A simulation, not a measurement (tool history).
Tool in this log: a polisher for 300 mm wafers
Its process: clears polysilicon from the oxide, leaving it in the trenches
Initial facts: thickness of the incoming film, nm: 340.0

run	hour	flow of slurry (ml/min)	pressure of the wafer on the pad (psi)	speed of the pad under the wafer (cm/s)	overpolish time after the end point (s)	time until the end point was called (s)	dishing of a wide line in a test structure (Å)
1	0.0	270	2.2	84	24	29.329	583.17
2	0.6	315	2.2	84	24	27.012	593.54
3	9.1	295	2.0	80	22	32.104	577.46
4	17.7	280	1.8	76	21	38.055	573.39
5	23.4	265	1.7	72	18	42.257	527.69
6	29.2	265	1.7	80	18	38.102	554.65
7	38.0	260	1.6	76	19	43.744	555.87
8	44.7	250	1.5	74	18	47.220	501.69
9	45.7	270	1.4	70	20	51.711	544.72
10	48.7	265	1.3	68	20	59.759	524.10
11	50.1	265	1.2	68	20	63.891	473.02
12	57.1	275	1.3	62	20	62.827	494.00
13	58.6	330	1.1	48	26	91.547	464.27
# hour 59.6: head pressure recalibrated
14	59.6	325	1.2	48	29	92.418	483.11
15	66.4	325	1.3	48	29	85.375	502.14

Forecast run 16:
16	69.7	325	1.6	48	30	?	?

time until the end point was called (s): 72.427
dishing of a wide line in a test structure (Å): 540.45
